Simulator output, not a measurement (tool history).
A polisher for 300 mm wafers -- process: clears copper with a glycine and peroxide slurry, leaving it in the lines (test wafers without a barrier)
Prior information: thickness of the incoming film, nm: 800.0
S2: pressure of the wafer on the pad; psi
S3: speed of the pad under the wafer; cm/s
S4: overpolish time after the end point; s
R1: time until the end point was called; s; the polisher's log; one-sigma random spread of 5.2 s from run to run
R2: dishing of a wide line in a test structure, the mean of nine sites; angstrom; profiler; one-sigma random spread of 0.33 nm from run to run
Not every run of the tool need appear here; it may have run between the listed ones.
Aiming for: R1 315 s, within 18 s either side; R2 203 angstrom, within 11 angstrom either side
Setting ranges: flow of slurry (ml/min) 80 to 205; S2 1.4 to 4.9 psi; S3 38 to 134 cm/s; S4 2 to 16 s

run 1 hour=0 | flow_of_slurry_(ml/min)=135 S2=3.1 S3=86 S4=8 | R1=194.57 R2=187.14
run 2 hour=3.4 | flow_of_slurry_(ml/min)=135 S2=2.9 S3=86 S4=9 | R1=196.64 R2=201.45
run 3 hour=10.2 | flow_of_slurry_(ml/min)=135 S2=2.3 S3=86 S4=9 | R1=224.59 R2=181.34
run 4 hour=13.2 | flow_of_slurry_(ml/min)=135 S2=2.3 S3=108 S4=9 | R1=198.46 R2=201.34
run 5 hour=15.4 | flow_of_slurry_(ml/min)=135 S2=2.3 S3=108 S4=11 | R1=196.91 R2=221.99
run 6 hour=22.7 | flow_of_slurry_(ml/min)=130 S2=2.2 S3=104 S4=11 | R1=205.22 R2=213.81
run 7 hour=27.8 | flow_of_slurry_(ml/min)=130 S2=2.1 S3=98 S4=12 | R1=216.62 R2=223.93
run 8 hour=32.6 | flow_of_slurry_(ml/min)=130 S2=2 S3=94 S4=12 | R1=234.6 R2=214.76
run 9 hour=40.3 | flow_of_slurry_(ml/min)=130 S2=1.9 S3=92 S4=12 | R1=243.79 R2=210.87
run 10 hour=42.1 | flow_of_slurry_(ml/min)=130 S2=1.8 S3=90 S4=12 | R1=258.98 R2=206.36
run 11 hour=43.8 | flow_of_slurry_(ml/min)=130 S2=1.7 S3=88 S4=12 | R1=269.25 R2=205.32
run 12 hour=47.9 | flow_of_slurry_(ml/min)=120 S2=1.4 S3=78 S4=13 | R1=320.54 R2=188.93

Consider the 4 candidate settings below. Which is the only one whose results all fall within their allowed miss of target?
run A hour=52 | flow_of_slurry_(ml/min)=120 S2=1.4 S3=64 S4=16 | R1=? R2=?
run B hour=52 | flow_of_slurry_(ml/min)=115 S2=1.4 S3=70 S4=13 | R1=? R2=?
run C hour=52 | flow_of_slurry_(ml/min)=140 S2=2.2 S3=54 S4=12 | R1=? R2=?
run D hour=52 | flow_of_slurry_(ml/min)=110 S2=1.4 S3=84 S4=14 | R1=? R2=?

move=A R1=354.55 R2=208.14
move=B R1=340.45 R2=185.4
move=C R1=310.18 R2=187.94
move=D R1=308.54 R2=204.82
A: gets the furthest-off result to its target, but another result is out of tolerance
B: misses by more than the last run did
C: misses by more than the last run did
D: every result within its allowed miss
Go with D: it meets all targets.
